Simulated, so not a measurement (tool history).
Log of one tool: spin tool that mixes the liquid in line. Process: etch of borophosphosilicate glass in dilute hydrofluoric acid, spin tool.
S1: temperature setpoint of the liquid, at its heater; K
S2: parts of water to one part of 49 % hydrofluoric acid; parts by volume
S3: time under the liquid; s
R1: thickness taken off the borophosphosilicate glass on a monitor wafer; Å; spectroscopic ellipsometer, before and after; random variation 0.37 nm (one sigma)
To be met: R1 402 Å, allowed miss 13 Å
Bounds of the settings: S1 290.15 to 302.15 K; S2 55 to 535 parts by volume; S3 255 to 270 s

Run 1, day 0: S1 294.15 K, S2 295 parts by volume, S3 255 s. Result: R1 192.66 Å.
Run 2, day 0.2: S1 294.15 K, S2 295 parts by volume, S3 255 s. Result: R1 191.64 Å.
Run 3, day 0.404: S1 296.65 K, S2 295 parts by volume, S3 255 s. Result: R1 208.09 Å.
Run 4, day 0.775: S1 300.15 K, S2 295 parts by volume, S3 255 s. Result: R1 232.62 Å.
Run 5, day 1.108: S1 300.65 K, S2 275 parts by volume, S3 255 s. Result: R1 260.24 Å.
Run 6, day 1.346: S1 302.15 K, S2 275 parts by volume, S3 255 s. Result: R1 275.67 Å.
Run 7, day 1.692: S1 302.15 K, S2 260 parts by volume, S3 255 s. Result: R1 291.98 Å.
Run 8, day 1.896: S1 302.15 K, S2 260 parts by volume, S3 255 s. Result: R1 296.37 Å.
Run 9, day 2.092: S1 302.15 K, S2 250 parts by volume, S3 255 s. Result: R1 311.82 Å.
At day 2.325: hydrofluoric acid flow meter replaced.
Run 10, day 2.325: S1 302.15 K, S2 240 parts by volume, S3 255 s. Result: R1 383.6 Å.

4 next moves are on the table. One of them brings every result within its allowed miss. Which?
Run A, day 2.558: S1 301.65 K, S2 245 parts by volume, S3 255 s. Result: R1 ?.
Run B, day 2.558: S1 302.15 K, S2 235 parts by volume, S3 260 s. Result: R1 ?.
Run C, day 2.558: S1 297.65 K, S2 220 parts by volume, S3 255 s. Result: R1 ?.
Run D, day 2.558: S1 302.15 K, S2 245 parts by volume, S3 255 s. Result: R1 ?.

move      R1
   A  361.49
   B  395.34
   C  359.47
   D  367.67
A: further off than the last run
B: meets every target
C: further off than the last run
D: further off than the last run
Move B is the one to make.
